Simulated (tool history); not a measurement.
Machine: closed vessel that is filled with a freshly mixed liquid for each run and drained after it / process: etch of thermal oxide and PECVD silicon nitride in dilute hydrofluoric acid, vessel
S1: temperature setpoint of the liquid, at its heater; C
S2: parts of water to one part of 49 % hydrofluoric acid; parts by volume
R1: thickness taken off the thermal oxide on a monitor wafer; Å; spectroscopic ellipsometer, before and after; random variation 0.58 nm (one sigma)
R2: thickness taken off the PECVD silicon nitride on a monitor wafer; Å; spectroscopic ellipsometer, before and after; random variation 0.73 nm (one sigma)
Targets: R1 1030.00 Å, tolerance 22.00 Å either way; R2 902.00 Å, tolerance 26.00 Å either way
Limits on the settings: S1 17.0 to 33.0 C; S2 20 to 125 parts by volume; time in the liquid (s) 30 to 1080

{"run": 1, "day": 0.0, "S1": 25.0, "S2": 70, "time in the liquid (s)": 550, "R1": 377.57, "R2": 285.68}
{"run": 2, "day": 0.246, "S1": 25.0, "S2": 45, "time in the liquid (s)": 550, "R1": 602.33, "R2": 438.36}
{"run": 3, "day": 0.346, "S1": 23.5, "S2": 45, "time in the liquid (s)": 550, "R1": 567.69, "R2": 399.25}
{"run": 4, "day": 0.538, "S1": 21.5, "S2": 45, "time in the liquid (s)": 550, "R1": 526.15, "R2": 343.75}
{"run": 5, "day": 0.571, "S1": 24.0, "S2": 40, "time in the liquid (s)": 550, "R1": 656.1, "R2": 460.38}
{"run": 6, "day": 0.921, "S1": 26.0, "S2": 40, "time in the liquid (s)": 550, "R1": 713.8, "R2": 534.91}
{"run": 7, "day": 1.238, "S1": 27.5, "S2": 40, "time in the liquid (s)": 550, "R1": 759.94, "R2": 582.4}
{"run": 8, "day": 1.304, "S1": 29.0, "S2": 40, "time in the liquid (s)": 550, "R1": 808.01, "R2": 648.59}
{"run": 9, "day": 1.4, "S1": 30.0, "S2": 40, "time in the liquid (s)": 550, "R1": 840.7, "R2": 698.19}
{"run": 10, "day": 1.667, "S1": 30.0, "S2": 40, "time in the liquid (s)": 550, "R1": 836.89, "R2": 696.69}
{"run": 11, "day": 1.8, "S1": 30.5, "S2": 40, "time in the liquid (s)": 550, "R1": 850.27, "R2": 713.71}
{"run": 12, "day": 1.958, "S1": 31.0, "S2": 40, "time in the liquid (s)": 550, "R1": 873.74, "R2": 731.37}
{"run": 13, "day": 2.121, "S1": 31.5, "S2": 40, "time in the liquid (s)": 550, "R1": 887.68, "R2": 754.68}
{"run": 14, "day": 2.225, "S1": 32.0, "S2": 40, "time in the liquid (s)": 550, "R1": 906.37, "R2": 798.13}

Pick the move, out of 4, that brings all results within their allowed miss; only one does.
{"run": "A", "day": 2.329, "S1": 31.0, "S2": 40, "time in the liquid (s)": 635, "R1": "?", "R2": "?"}
{"run": "B", "day": 2.329, "S1": 25.5, "S2": 40, "time in the liquid (s)": 775, "R1": "?", "R2": "?"}
{"run": "C", "day": 2.329, "S1": 32.0, "S2": 45, "time in the liquid (s)": 705, "R1": "?", "R2": "?"}
{"run": "D", "day": 2.329, "S1": 28.5, "S2": 30, "time in the liquid (s)": 495, "R1": "?", "R2": "?"}

move=A R1=1006.40 R2=844.34
move=B R1=984.86 R2=717.94
move=C R1=1024.50 R2=889.73
move=D R1=961.62 R2=740.93
A: nearer the targets than the last run, but a result is still out of spec
B: misses by more than the last run did
C: all results land within tolerance of their targets
D: misses by more than the last run did
Go with C: it meets all targets.
